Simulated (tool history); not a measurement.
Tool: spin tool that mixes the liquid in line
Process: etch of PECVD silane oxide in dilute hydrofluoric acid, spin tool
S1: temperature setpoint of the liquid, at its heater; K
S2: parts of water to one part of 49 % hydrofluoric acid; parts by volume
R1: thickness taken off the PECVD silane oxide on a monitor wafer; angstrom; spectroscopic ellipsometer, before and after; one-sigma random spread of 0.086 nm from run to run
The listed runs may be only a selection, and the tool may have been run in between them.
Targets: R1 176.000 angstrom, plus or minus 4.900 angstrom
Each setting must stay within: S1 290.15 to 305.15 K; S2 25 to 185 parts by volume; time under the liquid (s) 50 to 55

run 1 day=0.000 | S1=297.15 S2=105 time_under_the_liquid_(s)=50 | R1=125.100
run 2 day=0.200 | S1=298.65 S2=105 time_under_the_liquid_(s)=50 | R1=132.510
run 3 day=0.504 | S1=300.15 S2=105 time_under_the_liquid_(s)=50 | R1=140.020
run 4 day=0.671 | S1=297.15 S2=105 time_under_the_liquid_(s)=50 | R1=124.290
run 5 day=0.700 | S1=297.15 S2=125 time_under_the_liquid_(s)=50 | R1=101.080
run 6 day=0.879 | S1=297.15 S2=140 time_under_the_liquid_(s)=50 | R1=89.661
run 7 day=1.108 | S1=297.15 S2=140 time_under_the_liquid_(s)=50 | R1=89.546
run 8 day=1.279 | S1=301.15 S2=100 time_under_the_liquid_(s)=50 | R1=154.120
run 9 day=1.362 | S1=301.65 S2=100 time_under_the_liquid_(s)=50 | R1=155.800
run 10 day=1.492 | S1=302.15 S2=100 time_under_the_liquid_(s)=50 | R1=158.150
run 11 day=1.700 | S1=302.65 S2=100 time_under_the_liquid_(s)=50 | R1=162.070
run 12 day=1.996 | S1=303.15 S2=100 time_under_the_liquid_(s)=50 | R1=165.680
run 13 day=2.183 | S1=303.65 S2=100 time_under_the_liquid_(s)=50 | R1=168.630

Consider the 5 candidate settings below. Which is the only one whose results all fall within their allowed miss of target?
run A day=2.371 | S1=304.15 S2=115 time_under_the_liquid_(s)=55 | R1=?
run B day=2.371 | S1=304.15 S2=110 time_under_the_liquid_(s)=50 | R1=?
run C day=2.371 | S1=303.15 S2=100 time_under_the_liquid_(s)=50 | R1=?
run D day=2.371 | S1=302.65 S2=100 time_under_the_liquid_(s)=50 | R1=?
run E day=2.371 | S1=300.15 S2=85 time_under_the_liquid_(s)=50 | R1=?

move=A R1=161.520
move=B R1=154.530
move=C R1=165.900
move=D R1=162.790
move=E R1=177.250
A: lands further from the targets than the last run did
B: lands further from the targets than the last run did
C: lands further from the targets than the last run did
D: lands further from the targets than the last run did
E: each result inside its tolerance
Correct choice: E, which meets every target
